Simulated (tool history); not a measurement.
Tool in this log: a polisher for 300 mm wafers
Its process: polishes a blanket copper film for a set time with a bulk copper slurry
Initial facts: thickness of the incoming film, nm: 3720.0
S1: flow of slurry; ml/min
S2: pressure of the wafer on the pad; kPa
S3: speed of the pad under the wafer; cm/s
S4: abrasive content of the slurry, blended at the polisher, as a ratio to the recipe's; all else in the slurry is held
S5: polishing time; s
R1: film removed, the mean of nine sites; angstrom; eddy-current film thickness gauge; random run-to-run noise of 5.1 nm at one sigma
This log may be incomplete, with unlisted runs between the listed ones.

Run 1, hour 0: S1 240 ml/min, S2 19.3 kPa, S3 112 cm/s, S4 1, S5 47 s. Result: R1 3720.9 angstrom.
Run 2, hour 5.8: S1 180 ml/min, S2 19.3 kPa, S3 112 cm/s, S4 1, S5 47 s. Result: R1 3571.8 angstrom.
Run 3, hour 8.5: S1 180 ml/min, S2 19.3 kPa, S3 138 cm/s, S4 1, S5 47 s. Result: R1 4223.6 angstrom.
Run 4, hour 11.2: S1 180 ml/min, S2 22.8 kPa, S3 138 cm/s, S4 1, S5 47 s. Result: R1 5004.1 angstrom.
Run 5, hour 19: S1 190 ml/min, S2 23.4 kPa, S3 138 cm/s, S4 1, S5 47 s. Result: R1 5153.9 angstrom.
Run 6, hour 24.8: S1 145 ml/min, S2 23.4 kPa, S3 138 cm/s, S4 1, S5 47 s. Result: R1 4798.9 angstrom.
Run 7, hour 33.4: S1 165 ml/min, S2 23.4 kPa, S3 138 cm/s, S4 1, S5 47 s. Result: R1 5017.3 angstrom.
Run 8, hour 41.7: S1 185 ml/min, S2 23.4 kPa, S3 138 cm/s, S4 1, S5 47 s. Result: R1 5066.9 angstrom.
Run 9, hour 42.9: S1 200 ml/min, S2 24.1 kPa, S3 138 cm/s, S4 1, S5 47 s. Result: R1 5362.9 angstrom.

Estimate the outcome of run 10 from the log above:
At hour 45.8: slurry blender recalibrated.
Run 10, hour 45.8: S1 215 ml/min, S2 24.1 kPa, S3 138 cm/s, S4 1, S5 47 s. Result: R1 ?.

{"run 10": {"R1": 5720.7}}

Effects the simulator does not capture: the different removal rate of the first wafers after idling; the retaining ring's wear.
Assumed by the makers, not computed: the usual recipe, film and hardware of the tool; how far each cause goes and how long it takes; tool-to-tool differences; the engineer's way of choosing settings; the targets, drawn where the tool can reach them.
